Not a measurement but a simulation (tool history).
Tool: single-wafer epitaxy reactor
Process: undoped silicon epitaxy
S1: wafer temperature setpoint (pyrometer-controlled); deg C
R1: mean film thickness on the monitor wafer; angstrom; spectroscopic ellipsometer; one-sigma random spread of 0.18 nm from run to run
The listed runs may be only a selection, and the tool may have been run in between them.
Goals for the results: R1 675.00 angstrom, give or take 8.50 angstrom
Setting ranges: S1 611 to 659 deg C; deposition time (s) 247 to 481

Run 1, hour 0.0: S1 635 deg C, deposition time (s) 364. Result: R1 386.03 angstrom.
Run 2, hour 5.0: S1 641 deg C, deposition time (s) 364. Result: R1 450.01 angstrom.
Run 3, hour 8.1: S1 641 deg C, deposition time (s) 330. Result: R1 407.47 angstrom.
Run 4, hour 14.8: S1 646 deg C, deposition time (s) 337. Result: R1 471.57 angstrom.
Run 5, hour 22.1: S1 646 deg C, deposition time (s) 288. Result: R1 404.27 angstrom.
Run 6, hour 24.3: S1 646 deg C, deposition time (s) 247. Result: R1 346.04 angstrom.
Run 7, hour 28.6: S1 650 deg C, deposition time (s) 277. Result: R1 429.90 angstrom.
Run 8, hour 33.3: S1 659 deg C, deposition time (s) 335. Result: R1 648.30 angstrom.
Run 9, hour 40.0: S1 659 deg C, deposition time (s) 339. Result: R1 658.84 angstrom.
Run 10, hour 44.2: S1 659 deg C, deposition time (s) 341. Result: R1 659.45 angstrom.
Run 11, hour 50.6: S1 659 deg C, deposition time (s) 343. Result: R1 662.22 angstrom.

Pick the move, out of 5, that brings all results within their allowed miss; only one does.
Run A, hour 57.0: S1 659 deg C, deposition time (s) 340. Result: R1 ?.
Run B, hour 57.0: S1 658 deg C, deposition time (s) 346. Result: R1 ?.
Run C, hour 57.0: S1 656 deg C, deposition time (s) 377. Result: R1 ?.
Run D, hour 57.0: S1 658 deg C, deposition time (s) 371. Result: R1 ?.
Run E, hour 57.0: S1 657 deg C, deposition time (s) 379. Result: R1 ?.

move      R1
   A  655.88
   B  651.48
   C  676.17
   D  698.56
   E  696.50
A: lands further from the targets than the last run did
B: lands further from the targets than the last run did
C: hits every target within its allowed miss
D: pushes the last run's worst result past its target
E: pushes the last run's worst result past its target
Move C is the one to make.
